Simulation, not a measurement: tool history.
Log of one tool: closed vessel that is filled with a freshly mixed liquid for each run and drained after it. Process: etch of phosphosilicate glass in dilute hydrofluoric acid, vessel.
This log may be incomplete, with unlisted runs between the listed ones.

run  hour  temperature setpoint of the liquid (K)  parts of water to one part of 49 % hydrofluoric acid (parts by volume)  time in the liquid (s)  thickness taken off the phosphosilicate glass on a monitor wafer (nm)
  1     0                                  296.15                                                                     200                      35                                                                 21.677
  2   7.4                                  298.65                                                                     200                      35                                                                 23.743
  3  11.7                                  300.15                                                                     195                      35                                                                 25.798
  4  13.9                                  301.15                                                                     190                      35                                                                   27.7
  5  17.4                                  301.15                                                                     140                      35                                                                 40.112
  6  24.8                                  301.15                                                                     100                      35                                                                 58.935
  7  31.1                                  298.15                                                                     110                      35                                                                 46.891
  8  39.6                                  296.15                                                                     115                      35                                                                 41.233

Run 9 is up next; what results do you expect?
  9  46.8                                  294.65                                                                     115                      35                                                                      ?

{"run 9": {"thickness taken off the phosphosilicate glass on a monitor wafer (nm)": 39.042}}

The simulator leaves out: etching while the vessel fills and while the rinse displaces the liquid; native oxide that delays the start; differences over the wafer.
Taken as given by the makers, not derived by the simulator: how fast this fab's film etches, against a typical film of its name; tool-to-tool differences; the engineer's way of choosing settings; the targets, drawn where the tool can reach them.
